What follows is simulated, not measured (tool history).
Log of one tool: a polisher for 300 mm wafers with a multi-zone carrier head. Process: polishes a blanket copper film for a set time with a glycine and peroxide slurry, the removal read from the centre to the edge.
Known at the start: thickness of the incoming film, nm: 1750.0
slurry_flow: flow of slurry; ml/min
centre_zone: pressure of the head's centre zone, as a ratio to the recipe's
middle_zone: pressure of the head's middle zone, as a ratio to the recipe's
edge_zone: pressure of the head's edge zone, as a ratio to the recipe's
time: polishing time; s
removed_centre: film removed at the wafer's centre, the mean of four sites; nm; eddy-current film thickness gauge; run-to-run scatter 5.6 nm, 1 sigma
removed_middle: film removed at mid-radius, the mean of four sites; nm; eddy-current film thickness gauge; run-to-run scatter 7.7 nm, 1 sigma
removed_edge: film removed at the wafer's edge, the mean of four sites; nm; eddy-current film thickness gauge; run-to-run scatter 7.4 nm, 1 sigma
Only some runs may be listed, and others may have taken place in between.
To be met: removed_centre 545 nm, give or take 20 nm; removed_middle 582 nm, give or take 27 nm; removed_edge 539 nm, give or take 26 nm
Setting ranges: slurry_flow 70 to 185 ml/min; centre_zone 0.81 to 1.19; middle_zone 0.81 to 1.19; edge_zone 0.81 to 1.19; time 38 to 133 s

{"run": 1, "day": 0.0, "slurry_flow": 120, "centre_zone": 1, "middle_zone": 1, "edge_zone": 1, "time": 85, "removed_centre": 391.83, "removed_middle": 392.1, "removed_edge": 393.64}
{"run": 2, "day": 0.146, "slurry_flow": 125, "centre_zone": 1.01, "middle_zone": 1.03, "edge_zone": 1.02, "time": 89, "removed_centre": 427.27, "removed_middle": 430.8, "removed_edge": 420.51}
{"run": 3, "day": 0.208, "slurry_flow": 130, "centre_zone": 1.01, "middle_zone": 1.05, "edge_zone": 1.04, "time": 91, "removed_centre": 438.39, "removed_middle": 449.46, "removed_edge": 435.7}
{"run": 4, "day": 0.5, "slurry_flow": 130, "centre_zone": 1.01, "middle_zone": 1.08, "edge_zone": 1.04, "time": 91, "removed_centre": 442.05, "removed_middle": 462.65, "removed_edge": 427.17}
{"day": 0.771, "done": "worn pad replaced by a new one"}
{"run": 5, "day": 0.771, "slurry_flow": 140, "centre_zone": 1.01, "middle_zone": 1.08, "edge_zone": 1.04, "time": 91, "removed_centre": 499.34, "removed_middle": 517.54, "removed_edge": 492.54}
{"run": 6, "day": 1.125, "slurry_flow": 140, "centre_zone": 1.01, "middle_zone": 1.09, "edge_zone": 1.04, "time": 91, "removed_centre": 503, "removed_middle": 535.07, "removed_edge": 499.73}
{"run": 7, "day": 1.396, "slurry_flow": 145, "centre_zone": 1.01, "middle_zone": 1.1, "edge_zone": 1.04, "time": 90, "removed_centre": 500.66, "removed_middle": 533.23, "removed_edge": 491.15}
{"run": 8, "day": 1.762, "slurry_flow": 150, "centre_zone": 1.01, "middle_zone": 1.1, "edge_zone": 1.04, "time": 90, "removed_centre": 506.44, "removed_middle": 542.89, "removed_edge": 490.7}
{"run": 9, "day": 1.921, "slurry_flow": 150, "centre_zone": 1.01, "middle_zone": 1.1, "edge_zone": 1.04, "time": 90, "removed_centre": 498.31, "removed_middle": 519, "removed_edge": 485.2}
{"run": 10, "day": 2.262, "slurry_flow": 155, "centre_zone": 1.01, "middle_zone": 1.11, "edge_zone": 1.04, "time": 90, "removed_centre": 514.57, "removed_middle": 537.68, "removed_edge": 498.63}
{"run": 11, "day": 2.538, "slurry_flow": 175, "centre_zone": 0.99, "middle_zone": 1.13, "edge_zone": 1.09, "time": 91, "removed_centre": 519.53, "removed_middle": 559.2, "removed_edge": 511.27}

Which of these 5 next moves meets every target?
{"run": "A", "day": 2.812, "slurry_flow": 185, "centre_zone": 1.03, "middle_zone": 1.13, "edge_zone": 1.02, "time": 85, "removed_centre": "?", "removed_middle": "?", "removed_edge": "?"}
{"run": "B", "day": 2.812, "slurry_flow": 155, "centre_zone": 1.04, "middle_zone": 1.16, "edge_zone": 1.16, "time": 94, "removed_centre": "?", "removed_middle": "?", "removed_edge": "?"}
{"run": "C", "day": 2.812, "slurry_flow": 180, "centre_zone": 0.99, "middle_zone": 1.1, "edge_zone": 1.11, "time": 85, "removed_centre": "?", "removed_middle": "?", "removed_edge": "?"}
{"run": "D", "day": 2.812, "slurry_flow": 185, "centre_zone": 1.04, "middle_zone": 1.19, "edge_zone": 1.01, "time": 83, "removed_centre": "?", "removed_middle": "?", "removed_edge": "?"}
{"run": "E", "day": 2.812, "slurry_flow": 185, "centre_zone": 1.09, "middle_zone": 1.13, "edge_zone": 1.04, "time": 86, "removed_centre": "?", "removed_middle": "?", "removed_edge": "?"}

move=A removed_centre=508.81 removed_middle=520.98 removed_edge=470.76
move=B removed_centre=548.56 removed_middle=571.17 removed_edge=542.8
move=C removed_centre=487.31 removed_middle=506.89 removed_edge=489.61
move=D removed_centre=501.68 removed_middle=531.93 removed_edge=457.12
move=E removed_centre=543.58 removed_middle=526.94 removed_edge=480.85
A: its largest miss is bigger than the last run's
B: every result within its allowed miss
C: its largest miss is bigger than the last run's
D: its largest miss is bigger than the last run's
E: puts the biggest miss on target and leaves a different result outside tolerance
Correct choice: B, which meets every target
